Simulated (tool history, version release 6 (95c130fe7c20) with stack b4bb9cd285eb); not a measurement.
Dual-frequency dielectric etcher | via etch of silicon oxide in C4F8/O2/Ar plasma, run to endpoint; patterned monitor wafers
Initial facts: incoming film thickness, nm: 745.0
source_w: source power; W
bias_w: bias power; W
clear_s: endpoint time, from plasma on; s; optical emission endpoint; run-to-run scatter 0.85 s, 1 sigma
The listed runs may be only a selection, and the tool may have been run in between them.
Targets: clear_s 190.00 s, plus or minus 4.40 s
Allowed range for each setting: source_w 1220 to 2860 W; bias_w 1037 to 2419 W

run	hour	source_w	bias_w	clear_s
1	0.0	2040	1728	161.10
2	8.7	2040	1531	167.80
3	12.0	1940	1508	172.61
4	15.2	2070	1508	167.53
5	21.3	1970	1488	172.52
6	27.6	1900	1475	174.37
7	30.7	1830	1458	177.95
8	32.2	1780	1447	179.09
9	34.2	1730	1434	181.41
10	42.6	1690	1424	183.39
11	48.0	1690	1424	183.57
12	53.6	1660	1417	184.51
13	57.4	1640	1411	187.06

Next run, 5 choices. One meets every target within its allowed miss, the rest don't. Which?
A	61.2	1910	1318	?
B	61.2	1550	1199	?
C	61.2	1380	1774	?
D	61.2	1740	1528	?
E	61.2	1700	1272	?

move	clear_s
A	180.74
B	199.82
C	181.24
D	177.34
E	190.09
A: moves away from the targets compared with the last run
B: takes the result that was furthest off past its target
C: moves away from the targets compared with the last run
D: moves away from the targets compared with the last run
E: meets every target
E meets every target.

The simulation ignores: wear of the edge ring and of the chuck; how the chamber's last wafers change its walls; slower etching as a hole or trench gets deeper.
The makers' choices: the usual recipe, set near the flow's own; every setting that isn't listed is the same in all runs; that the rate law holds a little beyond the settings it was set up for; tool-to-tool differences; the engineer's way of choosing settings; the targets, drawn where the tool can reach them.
